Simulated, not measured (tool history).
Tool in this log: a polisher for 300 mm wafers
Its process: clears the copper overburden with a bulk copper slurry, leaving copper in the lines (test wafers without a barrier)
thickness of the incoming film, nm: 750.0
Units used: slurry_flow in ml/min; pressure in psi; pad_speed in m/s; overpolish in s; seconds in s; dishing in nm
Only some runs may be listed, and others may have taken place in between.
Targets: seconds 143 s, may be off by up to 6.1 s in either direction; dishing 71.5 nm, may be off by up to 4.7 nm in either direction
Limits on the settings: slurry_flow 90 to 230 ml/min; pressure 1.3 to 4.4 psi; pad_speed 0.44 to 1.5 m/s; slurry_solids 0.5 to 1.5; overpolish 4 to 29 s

| run | day | slurry_flow | pressure | pad_speed | slurry_solids | overpolish | seconds | dishing |
|---|---|---|---|---|---|---|---|---|
| 1 | 0 | 150 | 2.8 | 0.96 | 1 | 15 | 84.834 | 86.39 |
| 2 | 0.05 | 150 | 2.8 | 0.96 | 1.1 | 15 | 85.188 | 88.517 |
| 3 | 0.4 | 150 | 2.8 | 1.12 | 1.1 | 15 | 71.685 | 99.92 |
| 4 | 0.429 | 150 | 2.8 | 1.12 | 1.3 | 15 | 70.841 | 100.37 |
| 5 | 0.671 | 150 | 3.1 | 1.12 | 1.3 | 15 | 63.337 | 111.59 |
|  | 0.812 | head pressure recalibrated |
| 6 | 0.812 | 150 | 3.1 | 1.12 | 1.1 | 15 | 69.91 | 105.14 |
| 7 | 1 | 150 | 3.1 | 1.12 | 1.1 | 15 | 69.666 | 103.2 |
| 8 | 1.025 | 145 | 2.5 | 0.98 | 1.1 | 17 | 100.06 | 88.58 |
| 9 | 1.229 | 130 | 2.3 | 0.98 | 1.1 | 17 | 109.24 | 76.284 |
| 10 | 1.462 | 120 | 2.2 | 0.98 | 1.1 | 18 | 113.37 | 76.91 |
| 11 | 1.525 | 115 | 2 | 0.98 | 1.1 | 19 | 130.27 | 76.516 |
| 12 | 1.579 | 100 | 1.8 | 0.98 | 1.1 | 19 | 149.28 | 66.315 |
| 13 | 1.792 | 105 | 1.8 | 0.98 | 1.1 | 19 | 146.19 | 65.721 |

Which one of the following 5 next-run settings gets every result inside its allowed miss? There is exactly one.
| A | 2.004 | 120 | 1.9 | 0.98 | 1.05 | 14 | ? | ? |
| B | 2.004 | 105 | 1.7 | 0.98 | 1.05 | 19 | ? | ? |
| C | 2.004 | 100 | 1.7 | 1.08 | 1.1 | 16 | ? | ? |
| D | 2.004 | 135 | 1.6 | 0.98 | 1.4 | 17 | ? | ? |
| E | 2.004 | 90 | 1.8 | 1.02 | 1.25 | 21 | ? | ? |

| move | seconds | dishing |
|---|---|---|
| A | 135.55 | 54.978 |
| B | 156.18 | 61.814 |
| C | 142.88 | 57.98 |
| D | 146.77 | 59.119 |
| E | 144.32 | 71.16 |
A: the biggest miss grows against the last run
B: the biggest miss grows against the last run
C: the biggest miss grows against the last run
D: the biggest miss grows against the last run
E: every result within its allowed miss
E is the move that brings every result within its allowed miss.

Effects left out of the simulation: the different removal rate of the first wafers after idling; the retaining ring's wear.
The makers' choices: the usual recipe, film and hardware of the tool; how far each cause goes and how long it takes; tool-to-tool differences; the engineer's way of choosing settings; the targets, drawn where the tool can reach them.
